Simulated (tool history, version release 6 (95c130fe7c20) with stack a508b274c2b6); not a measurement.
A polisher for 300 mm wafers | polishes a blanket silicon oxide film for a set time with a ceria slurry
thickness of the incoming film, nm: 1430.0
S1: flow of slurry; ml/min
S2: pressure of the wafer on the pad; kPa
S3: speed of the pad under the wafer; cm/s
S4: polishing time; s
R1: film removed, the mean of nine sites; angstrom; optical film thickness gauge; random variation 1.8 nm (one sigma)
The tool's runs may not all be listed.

| run | day | S1 | S2 | S3 | S4 | R1 |
|---|---|---|---|---|---|---|
| 1 | 0 | 310 | 14.5 | 106 | 38 | 996.37 |
| 2 | 0.221 | 370 | 14.5 | 106 | 38 | 1022.5 |
| 3 | 0.558 | 370 | 14.5 | 128 | 38 | 1255.2 |
| 4 | 0.912 | 370 | 11 | 128 | 38 | 953.05 |
| 5 | 0.942 | 370 | 11.7 | 128 | 38 | 999.77 |
| 6 | 1.275 | 370 | 12.4 | 128 | 38 | 1053.1 |

Forecast run 7:
| 7 | 1.446 | 370 | 13.1 | 128 | 38 | ? |

R1: 1125 angstrom

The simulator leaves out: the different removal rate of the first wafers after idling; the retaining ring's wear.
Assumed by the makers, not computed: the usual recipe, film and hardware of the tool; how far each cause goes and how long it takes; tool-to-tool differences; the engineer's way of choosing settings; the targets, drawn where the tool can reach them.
